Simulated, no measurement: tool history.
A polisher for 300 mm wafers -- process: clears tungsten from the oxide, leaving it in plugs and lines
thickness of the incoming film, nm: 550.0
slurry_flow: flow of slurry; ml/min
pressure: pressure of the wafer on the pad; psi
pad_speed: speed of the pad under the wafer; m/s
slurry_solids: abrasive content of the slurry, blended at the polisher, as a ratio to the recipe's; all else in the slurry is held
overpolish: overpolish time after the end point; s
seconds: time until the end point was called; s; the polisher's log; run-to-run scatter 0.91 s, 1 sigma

run  hour  slurry_flow  pressure  pad_speed  slurry_solids  overpolish  seconds
  1   0.0          220       3.4       0.88           1.00          17   160.80
  2   4.4          225       3.7       0.88           1.00          17   149.73
  3   5.8          225       4.0       0.88           1.00          17   141.41
  4  11.8          225       4.0       0.88           1.15          17   135.99
  5  16.7          185       4.0       0.88           1.15          17   143.09
  6  18.7          205       4.2       0.88           1.15          17   132.98
  7  21.8          225       4.3       0.88           1.15          17   128.55

Run 8 is up next; what results do you expect?
  8  29.3          225       4.3       0.88           1.15          17        ?

Run 8 gave seconds 129.78 s.
